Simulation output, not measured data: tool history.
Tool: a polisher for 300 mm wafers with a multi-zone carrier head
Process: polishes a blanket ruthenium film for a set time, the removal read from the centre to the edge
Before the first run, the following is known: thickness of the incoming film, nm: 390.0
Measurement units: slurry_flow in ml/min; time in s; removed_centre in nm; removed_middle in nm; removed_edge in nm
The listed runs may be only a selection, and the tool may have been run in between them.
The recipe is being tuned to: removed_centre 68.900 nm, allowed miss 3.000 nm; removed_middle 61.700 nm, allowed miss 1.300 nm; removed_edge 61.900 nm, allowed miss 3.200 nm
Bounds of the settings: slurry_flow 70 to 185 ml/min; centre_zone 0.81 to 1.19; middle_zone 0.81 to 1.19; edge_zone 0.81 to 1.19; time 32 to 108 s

run,day,slurry_flow,centre_zone,middle_zone,edge_zone,time,removed_centre,removed_middle,removed_edge
1,0.000,120,1.00,1.00,1.00,70,110.600,105.310,105.970
2,0.267,115,1.00,0.98,0.96,63,99.773,92.625,90.303
3,0.621,115,1.00,0.98,0.96,74,117.720,108.500,108.000
4,0.788,105,0.97,0.95,0.93,68,102.500,96.102,97.224
5,0.888,100,0.97,0.93,0.91,62,92.487,85.586,88.300
6,0.967,100,0.97,0.93,0.91,50,75.895,70.234,72.003
7,1.338,85,0.98,0.90,0.81,44,63.254,57.457,56.838
# day 1.512: edge zone pressure recalibrated
8,1.512,90,0.98,0.90,0.82,44,65.829,58.015,60.916
9,1.571,90,0.98,0.90,0.82,44,66.308,58.599,60.463
10,1.896,95,0.98,0.91,0.82,44,67.106,59.522,61.263
11,2.029,95,0.98,0.92,0.82,44,65.729,58.918,62.237
12,2.208,95,0.99,0.93,0.84,44,66.332,59.778,62.430

Pick the move, out of 4, that brings all results within their allowed miss; only one does.
A,2.388,185,0.98,0.97,1.14,41,?,?,?
B,2.388,75,0.95,1.02,0.85,45,?,?,?
C,2.388,80,1.10,0.94,0.81,46,?,?,?
D,2.388,185,1.06,1.01,1.00,38,?,?,?

move,removed_centre,removed_middle,removed_edge
A,67.512,63.816,72.816
B,62.073,64.234,63.417
C,73.779,61.859,63.947
D,67.462,61.184,63.186
A: takes the result that was furthest off past its target
B: takes the result that was furthest off past its target
C: brings the last run's worst result on target, with another outside its allowed miss
D: every result lands within tolerance
Go with D: it meets all targets.
